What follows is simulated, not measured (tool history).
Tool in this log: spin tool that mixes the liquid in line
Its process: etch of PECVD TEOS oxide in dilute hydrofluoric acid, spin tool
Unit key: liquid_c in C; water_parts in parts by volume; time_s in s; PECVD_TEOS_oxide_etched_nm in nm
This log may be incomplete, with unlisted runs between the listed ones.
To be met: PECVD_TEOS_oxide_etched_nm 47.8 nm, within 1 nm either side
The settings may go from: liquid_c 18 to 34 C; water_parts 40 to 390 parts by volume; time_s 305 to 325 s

run	hour	liquid_c	water_parts	time_s	PECVD_TEOS_oxide_etched_nm
1	0	26	215	305	21.852
2	6.7	26	215	305	21.822
3	13.1	28.5	185	305	28.863
4	19.9	27	185	305	27.392
5	27.2	30.5	185	305	30.781
6	27.8	31.5	165	305	36.618
# hour 32.1: hydrofluoric acid flow meter replaced
7	32.1	32.5	155	305	38.471
8	39.1	33	145	305	42.526
9	40.2	34	130	305	50.33
10	47	33.5	130	305	49.406

Exercise: of the 4 proposed moves below, exactly one satisfies all targets within the stated allowed misses. Which move is it?
A	53.8	34	135	325	?
B	53.8	33.5	135	305	?
C	53.8	32.5	120	305	?
D	53.8	33.5	130	310	?

move	PECVD_TEOS_oxide_etched_nm
A	51.364
B	47.366
C	52.556
D	50.359
A: its largest miss is bigger than the last run's
B: each result inside its tolerance
C: its largest miss is bigger than the last run's
D: its largest miss is bigger than the last run's
The right move is B.
